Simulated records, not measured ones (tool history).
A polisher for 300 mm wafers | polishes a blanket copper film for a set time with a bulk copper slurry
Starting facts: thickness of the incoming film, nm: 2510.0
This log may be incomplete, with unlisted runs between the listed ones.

run  hour  flow of slurry (ml/min)  pressure of the wafer on the pad (psi)  speed of the pad under the wafer (m/s)  abrasive content of the slurry  polishing time (s)  film removed (nm)
  1   0.0                      170                                     3.2                                    1.18                             1.0                  44             469.33
  2   4.7                      170                                     3.2                                    1.32                             1.0                  44             517.27
  3   7.3                      170                                     2.6                                    1.32                             1.0                  44             431.21
  4  13.2                      170                                     2.6                                    1.62                             1.0                  44             510.75
  5  18.6                      170                                     2.2                                    1.62                             1.0                  44             440.33
  6  25.7                      165                                     2.1                                    1.62                             1.0                  44             419.59
  7  29.9                      160                                     2.1                                    1.62                             1.0                  44             411.90
  8  33.9                      155                                     2.1                                    1.62                             1.0                  44             413.48
  9  39.4                      150                                     2.1                                    1.62                             1.0                  44             405.50
 10  48.2                      110                                     1.9                                    1.62                             1.0                  44             332.22
 11  56.8                      115                                     1.9                                    1.62                             1.0                  44             338.12
 12  63.6                      165                                     2.0                                    1.62                             1.0                  44             398.79
 13  71.4                      160                                     2.0                                    1.62                             1.0                  44             392.44
     73.0  -- slurry nozzle cleaned
 14  73.0                      155                                     2.0                                    1.62                             1.0                  44             422.06
 15  79.1                      150                                     2.0                                    1.62                             1.0                  44             420.34

Run 16 comes next. What will it give?
 16  83.0                      145                                     2.0                                    1.62                             1.0                  44                  ?

{"run 16": {"film removed (nm)": 415.23}}
